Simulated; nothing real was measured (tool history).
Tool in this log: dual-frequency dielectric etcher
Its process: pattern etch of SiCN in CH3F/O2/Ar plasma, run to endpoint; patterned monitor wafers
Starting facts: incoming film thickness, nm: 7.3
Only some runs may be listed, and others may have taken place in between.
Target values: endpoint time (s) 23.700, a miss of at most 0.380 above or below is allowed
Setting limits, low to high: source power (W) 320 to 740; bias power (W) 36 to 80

{"run": 1, "hour": 0.0, "source power (W)": 530, "bias power (W)": 58, "endpoint time (s)": 18.148}
{"run": 2, "hour": 3.7, "source power (W)": 530, "bias power (W)": 67, "endpoint time (s)": 17.354}
{"run": 3, "hour": 9.6, "source power (W)": 530, "bias power (W)": 60, "endpoint time (s)": 17.988}
{"run": 4, "hour": 15.1, "source power (W)": 530, "bias power (W)": 69, "endpoint time (s)": 17.238}
{"run": 5, "hour": 18.6, "source power (W)": 480, "bias power (W)": 61, "endpoint time (s)": 19.014}
{"run": 6, "hour": 22.2, "source power (W)": 400, "bias power (W)": 61, "endpoint time (s)": 21.232}
{"run": 7, "hour": 24.9, "source power (W)": 380, "bias power (W)": 61, "endpoint time (s)": 22.024}
{"run": 8, "hour": 31.2, "source power (W)": 370, "bias power (W)": 61, "endpoint time (s)": 22.479}
{"run": 9, "hour": 38.5, "source power (W)": 360, "bias power (W)": 61, "endpoint time (s)": 22.979}

Below are 5 possible settings for the next run. Only one of them brings all results inside the allowed miss of their targets. Which is it?
{"run": "A", "hour": 45.8, "source power (W)": 350, "bias power (W)": 58, "endpoint time (s)": "?"}
{"run": "B", "hour": 45.8, "source power (W)": 330, "bias power (W)": 59, "endpoint time (s)": "?"}
{"run": "C", "hour": 45.8, "source power (W)": 350, "bias power (W)": 48, "endpoint time (s)": "?"}
{"run": "D", "hour": 45.8, "source power (W)": 320, "bias power (W)": 65, "endpoint time (s)": "?"}
{"run": "E", "hour": 45.8, "source power (W)": 360, "bias power (W)": 63, "endpoint time (s)": "?"}

move=A endpoint_time_(s)=23.628
move=B endpoint_time_(s)=24.618
move=C endpoint_time_(s)=24.882
move=D endpoint_time_(s)=24.537
move=E endpoint_time_(s)=22.595
A: every result lands within tolerance
B: carries the result that was furthest off beyond its target, to the other side
C: carries the result that was furthest off beyond its target, to the other side
D: carries the result that was furthest off beyond its target, to the other side
E: its largest miss is bigger than the last run's
Answer: A

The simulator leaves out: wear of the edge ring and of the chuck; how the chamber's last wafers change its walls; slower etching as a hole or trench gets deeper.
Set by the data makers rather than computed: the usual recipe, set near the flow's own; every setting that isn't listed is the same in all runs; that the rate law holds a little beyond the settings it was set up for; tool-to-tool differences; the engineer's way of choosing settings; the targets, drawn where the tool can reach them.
